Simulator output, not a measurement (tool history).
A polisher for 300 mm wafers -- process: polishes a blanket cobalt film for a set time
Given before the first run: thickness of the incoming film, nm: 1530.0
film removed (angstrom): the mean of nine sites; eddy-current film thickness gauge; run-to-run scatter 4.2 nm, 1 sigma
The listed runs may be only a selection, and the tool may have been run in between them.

run  hour  flow of slurry (ml/min)  pressure of the wafer on the pad (kPa)  speed of the pad under the wafer (cm/s)  polishing time (s)  film removed (angstrom)
  1     0                      205                                    15.9                                      116                  34                   2076.8
  2   6.1                      205                                    15.9                                      116                  30                   1770.7
  3     8                      155                                    15.9                                      116                  30                   1692.6
  4  15.1                      155                                      20                                      116                  30                   2089.8
  5    23                      155                                    16.5                                      116                  30                   1753.6
  6  28.8                      155                                    16.5                                      116                  34                   1986.1
  7  32.6                      160                                    18.6                                      118                  34                   2223.5
  8  39.7                      160                                    18.6                                      118                  34                     2335
  9  44.4                      170                                    19.3                                      118                  34                     2379
 10  49.3                      180                                      20                                      118                  34                   2409.3
 11  56.4                      180                                    20.7                                      118                  34                   2556.1

For run 12, what comes out?
 12  57.4                      185                                    21.4                                      118                  34                        ?

{"run 12": {"film removed (angstrom)": 2639.1}}

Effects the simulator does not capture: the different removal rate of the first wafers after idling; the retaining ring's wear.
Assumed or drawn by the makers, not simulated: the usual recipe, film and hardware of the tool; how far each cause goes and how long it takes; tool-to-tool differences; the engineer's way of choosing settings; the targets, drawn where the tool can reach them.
